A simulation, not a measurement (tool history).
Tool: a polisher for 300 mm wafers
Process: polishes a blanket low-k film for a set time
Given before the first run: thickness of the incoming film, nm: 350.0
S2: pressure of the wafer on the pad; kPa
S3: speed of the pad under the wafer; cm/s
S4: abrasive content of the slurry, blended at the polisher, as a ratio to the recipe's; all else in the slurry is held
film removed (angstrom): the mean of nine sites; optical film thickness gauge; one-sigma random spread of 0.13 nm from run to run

run 1 hour=0.0 | flow_of_slurry_(ml/min)=265 S2=15.9 S3=98 S4=1.00 polishing_time_(s)=58 | film_removed_(angstrom)=266.49
run 2 hour=7.9 | flow_of_slurry_(ml/min)=260 S2=14.5 S3=98 S4=1.00 polishing_time_(s)=58 | film_removed_(angstrom)=242.89
run 3 hour=16.2 | flow_of_slurry_(ml/min)=260 S2=14.5 S3=98 S4=0.85 polishing_time_(s)=58 | film_removed_(angstrom)=220.49
run 4 hour=20.6 | flow_of_slurry_(ml/min)=255 S2=13.8 S3=98 S4=0.85 polishing_time_(s)=58 | film_removed_(angstrom)=208.82
run 5 hour=23.7 | flow_of_slurry_(ml/min)=250 S2=13.8 S3=98 S4=0.85 polishing_time_(s)=58 | film_removed_(angstrom)=209.72
run 6 hour=28.0 | flow_of_slurry_(ml/min)=250 S2=10.3 S3=98 S4=0.85 polishing_time_(s)=58 | film_removed_(angstrom)=159.70

Forecast run 7:
run 7 hour=32.0 | flow_of_slurry_(ml/min)=255 S2=11.0 S3=98 S4=0.85 polishing_time_(s)=58 | film_removed_(angstrom)=?

film removed (angstrom): 169.58
